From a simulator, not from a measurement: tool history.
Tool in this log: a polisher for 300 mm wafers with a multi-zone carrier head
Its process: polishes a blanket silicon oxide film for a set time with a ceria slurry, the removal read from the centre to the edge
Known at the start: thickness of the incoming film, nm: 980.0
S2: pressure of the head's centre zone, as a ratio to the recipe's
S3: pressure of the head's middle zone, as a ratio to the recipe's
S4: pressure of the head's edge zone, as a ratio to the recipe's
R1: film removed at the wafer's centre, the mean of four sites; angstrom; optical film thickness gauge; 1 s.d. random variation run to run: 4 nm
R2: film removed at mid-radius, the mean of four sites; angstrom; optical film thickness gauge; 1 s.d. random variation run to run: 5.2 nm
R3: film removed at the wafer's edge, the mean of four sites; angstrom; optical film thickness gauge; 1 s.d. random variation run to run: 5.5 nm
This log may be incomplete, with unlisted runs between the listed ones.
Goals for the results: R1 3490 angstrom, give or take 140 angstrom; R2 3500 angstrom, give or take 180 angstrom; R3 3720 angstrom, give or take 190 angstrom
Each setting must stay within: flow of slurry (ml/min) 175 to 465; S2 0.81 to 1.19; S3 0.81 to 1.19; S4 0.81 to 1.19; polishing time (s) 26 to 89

Run 1, hour 0: flow of slurry (ml/min) 295, S2 1, S3 1, S4 1, polishing time (s) 57. Result: R1 2778.8 angstrom, R2 2774.1 angstrom, R3 2741.9 angstrom.
Run 2, hour 7.8: flow of slurry (ml/min) 225, S2 1, S3 1, S4 1, polishing time (s) 57. Result: R1 2679.3 angstrom, R2 2718.5 angstrom, R3 2691.5 angstrom.
Run 3, hour 8.6: flow of slurry (ml/min) 225, S2 1, S3 1, S4 1.03, polishing time (s) 61. Result: R1 2862 angstrom, R2 2847.4 angstrom, R3 2857.9 angstrom.
Run 4, hour 12.9: flow of slurry (ml/min) 235, S2 0.98, S3 0.99, S4 1.05, polishing time (s) 65. Result: R1 2988.4 angstrom, R2 2957.3 angstrom, R3 3084.4 angstrom.
Run 5, hour 18.4: flow of slurry (ml/min) 235, S2 0.98, S3 1.05, S4 1.05, polishing time (s) 65. Result: R1 2993.9 angstrom, R2 3235.1 angstrom, R3 3203.8 angstrom.
Run 6, hour 25.4: flow of slurry (ml/min) 235, S2 0.98, S3 1.05, S4 1.11, polishing time (s) 65. Result: R1 3028.3 angstrom, R2 3263.4 angstrom, R3 3112.4 angstrom.
Run 7, hour 28.8: flow of slurry (ml/min) 235, S2 0.98, S3 1.04, S4 1.1, polishing time (s) 68. Result: R1 3177.4 angstrom, R2 3366.6 angstrom, R3 3275.7 angstrom.
Run 8, hour 29.9: flow of slurry (ml/min) 235, S2 0.98, S3 1.04, S4 1.1, polishing time (s) 68. Result: R1 3158.2 angstrom, R2 3353.4 angstrom, R3 3349.6 angstrom.
Run 9, hour 33.3: flow of slurry (ml/min) 240, S2 0.98, S3 1.03, S4 1.1, polishing time (s) 70. Result: R1 3298.6 angstrom, R2 3406.5 angstrom, R3 3430.9 angstrom.

Of the 4 settings listed for the next run, only one would bring every result within its allowed miss of target. Which one?
Run A, hour 36.7: flow of slurry (ml/min) 240, S2 0.93, S3 1.01, S4 1.13, polishing time (s) 72. Result: R1 ?, R2 ?, R3 ?.
Run B, hour 36.7: flow of slurry (ml/min) 240, S2 0.96, S3 0.98, S4 1.09, polishing time (s) 76. Result: R1 ?, R2 ?, R3 ?.
Run C, hour 36.7: flow of slurry (ml/min) 175, S2 0.81, S3 0.81, S4 0.95, polishing time (s) 85. Result: R1 ?, R2 ?, R3 ?.
Run D, hour 36.7: flow of slurry (ml/min) 240, S2 1.07, S3 1.04, S4 1.12, polishing time (s) 64. Result: R1 ?, R2 ?, R3 ?.

move      R1      R2      R3
   A  3202.3  3399.3  3623.5
   B  3466.8  3497.7  3764.4
   C  3187.8  3168.7  3822.5
   D  3190.2  3095.7  3206.5
A: the furthest-off result lands on target, but another misses its tolerance
B: in spec on every target
C: the furthest-off result lands on target, but another misses its tolerance
D: moves away from the targets compared with the last run
B meets every target.

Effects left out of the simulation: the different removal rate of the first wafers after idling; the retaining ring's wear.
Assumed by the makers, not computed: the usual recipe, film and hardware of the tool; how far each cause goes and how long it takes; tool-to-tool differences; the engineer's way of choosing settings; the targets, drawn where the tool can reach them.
